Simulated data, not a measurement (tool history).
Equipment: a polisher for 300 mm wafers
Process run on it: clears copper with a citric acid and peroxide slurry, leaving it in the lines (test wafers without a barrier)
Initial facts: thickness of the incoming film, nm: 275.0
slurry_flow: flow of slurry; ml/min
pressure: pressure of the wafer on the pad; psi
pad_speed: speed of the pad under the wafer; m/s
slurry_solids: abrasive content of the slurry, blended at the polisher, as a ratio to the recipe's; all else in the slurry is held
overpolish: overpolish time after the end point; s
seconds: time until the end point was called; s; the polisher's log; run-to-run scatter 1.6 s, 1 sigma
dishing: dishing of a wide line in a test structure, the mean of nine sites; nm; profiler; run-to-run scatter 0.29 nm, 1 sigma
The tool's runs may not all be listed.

run  hour  slurry_flow  pressure  pad_speed  slurry_solids  overpolish  seconds  dishing
  1   0.0          240       2.6       1.10            1.0          10  135.680   15.294
  2   8.1          240       2.8       1.10            1.0          10  127.680   16.026
  3   9.1          240       2.8       1.10            1.0          12  127.850   19.101
  4  13.8          240       2.4       1.10            1.0          12  150.610   16.319
  5  21.1          240       2.8       1.10            1.0          12  126.070   19.466
  6  26.4          240       3.0       1.10            1.0          12  118.210   20.323
  7  35.3          240       3.2       1.10            1.0          12  112.020   21.309

Run 8 has not been measured yet. What should we expect?
  8  43.6          250       3.9       1.12            1.0          11        ?        ?

Run 8 came out at seconds 90.623 s, dishing 24.565 nm.
